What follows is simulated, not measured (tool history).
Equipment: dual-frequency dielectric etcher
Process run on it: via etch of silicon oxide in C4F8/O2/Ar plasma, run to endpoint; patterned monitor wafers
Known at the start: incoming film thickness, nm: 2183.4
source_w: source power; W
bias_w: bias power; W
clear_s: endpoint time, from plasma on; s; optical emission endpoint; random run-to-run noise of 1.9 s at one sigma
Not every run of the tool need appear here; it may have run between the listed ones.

run  hour  source_w  bias_w  clear_s
  1   0.0      2030    2771   379.26
  2   1.8      2090    2787   373.93
  3   5.6      1870    2787   390.38
  4   9.1      2080    2787   376.68
  5  11.0      2140    2806   368.66
  6  18.5      2140    3107   361.93
  7  20.0      2180    3120   355.22
  8  27.0      2200    3127   352.16

What does the tool deliver on the next run?
  9  31.0      2200    3127        ?

{"run 9": {"clear_s": 351.39}}

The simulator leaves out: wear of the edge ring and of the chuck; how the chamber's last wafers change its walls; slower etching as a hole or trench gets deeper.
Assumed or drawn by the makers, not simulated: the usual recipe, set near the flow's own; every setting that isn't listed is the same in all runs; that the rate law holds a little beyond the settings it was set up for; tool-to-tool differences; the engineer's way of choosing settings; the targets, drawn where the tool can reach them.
